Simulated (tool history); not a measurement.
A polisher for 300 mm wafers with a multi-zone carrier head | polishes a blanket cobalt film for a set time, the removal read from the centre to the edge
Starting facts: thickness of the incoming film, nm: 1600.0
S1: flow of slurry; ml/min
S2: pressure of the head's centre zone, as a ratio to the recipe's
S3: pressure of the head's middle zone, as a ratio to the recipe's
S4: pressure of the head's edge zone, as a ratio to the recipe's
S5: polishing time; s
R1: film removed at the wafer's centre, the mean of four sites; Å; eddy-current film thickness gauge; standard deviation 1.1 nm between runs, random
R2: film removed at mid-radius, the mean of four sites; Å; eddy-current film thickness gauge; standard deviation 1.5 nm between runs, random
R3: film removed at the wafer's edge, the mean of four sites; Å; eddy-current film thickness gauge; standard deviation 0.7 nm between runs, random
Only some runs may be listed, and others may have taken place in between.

{"run": 1, "hour": 0.0, "S1": 305, "S2": 1.0, "S3": 1.0, "S4": 1.0, "S5": 43, "R1": 1417.8, "R2": 1390.1, "R3": 1402.1}
{"run": 2, "hour": 3.4, "S1": 300, "S2": 0.98, "S3": 1.01, "S4": 0.96, "S5": 42, "R1": 1368.3, "R2": 1387.8, "R3": 1361.5}
{"run": 3, "hour": 8.1, "S1": 300, "S2": 0.98, "S3": 1.01, "S4": 0.96, "S5": 32, "R1": 1050.8, "R2": 1044.7, "R3": 1042.8}
{"run": 4, "hour": 15.2, "S1": 300, "S2": 0.98, "S3": 1.01, "S4": 1.04, "S5": 32, "R1": 1041.9, "R2": 1053.9, "R3": 1069.6}
{"run": 5, "hour": 18.7, "S1": 300, "S2": 0.98, "S3": 1.08, "S4": 1.04, "S5": 32, "R1": 1035.4, "R2": 1104.1, "R3": 1073.7}
{"run": 6, "hour": 26.2, "S1": 250, "S2": 0.98, "S3": 1.08, "S4": 1.04, "S5": 32, "R1": 1011.9, "R2": 1095.8, "R3": 1062.6}

Run 7 comes next. What will it give?
{"run": 7, "hour": 34.6, "S1": 250, "S2": 0.98, "S3": 1.08, "S4": 1.04, "S5": 32, "R1": "?", "R2": "?", "R3": "?"}

R1: 1007.7 Å
R2: 1100.5 Å
R3: 1057.6 Å

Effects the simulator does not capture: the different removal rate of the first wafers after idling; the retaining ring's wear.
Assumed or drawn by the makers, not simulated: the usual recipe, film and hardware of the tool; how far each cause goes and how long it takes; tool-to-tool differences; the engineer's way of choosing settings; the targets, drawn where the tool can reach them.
